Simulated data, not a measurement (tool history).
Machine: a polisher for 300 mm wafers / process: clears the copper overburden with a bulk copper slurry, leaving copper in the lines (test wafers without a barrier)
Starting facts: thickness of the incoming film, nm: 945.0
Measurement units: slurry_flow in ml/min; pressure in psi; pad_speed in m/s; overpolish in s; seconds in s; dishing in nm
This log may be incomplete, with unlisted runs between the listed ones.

run  hour  slurry_flow  pressure  pad_speed  slurry_solids  overpolish  seconds  dishing
  1   0.0          185       2.6       1.24            1.0          20   98.547   29.870
  2   8.3          185       2.6       1.24            1.1          20   98.054   30.344
  3  14.7          185       2.6       1.24            1.1          16  100.160   29.339
  4  17.3          215       2.6       1.24            1.1          16   97.413   29.789
  5  23.5          240       2.6       1.24            1.1          16   93.060   29.504
  6  32.3          225       2.3       1.22            1.1          19  107.530   30.274
  7  35.0          220       2.1       1.20            1.1          18  117.360   28.487
  8  36.5          220       1.9       1.16            1.1          23  134.120   29.448
  9  41.9          220       1.8       1.16            1.1          24  139.460   28.966

For run 10, what comes out?
 10  45.0          220       1.8       1.14            1.1          26        ?        ?

{"run 10": {"seconds": 145.1, "dishing": 28.637}}

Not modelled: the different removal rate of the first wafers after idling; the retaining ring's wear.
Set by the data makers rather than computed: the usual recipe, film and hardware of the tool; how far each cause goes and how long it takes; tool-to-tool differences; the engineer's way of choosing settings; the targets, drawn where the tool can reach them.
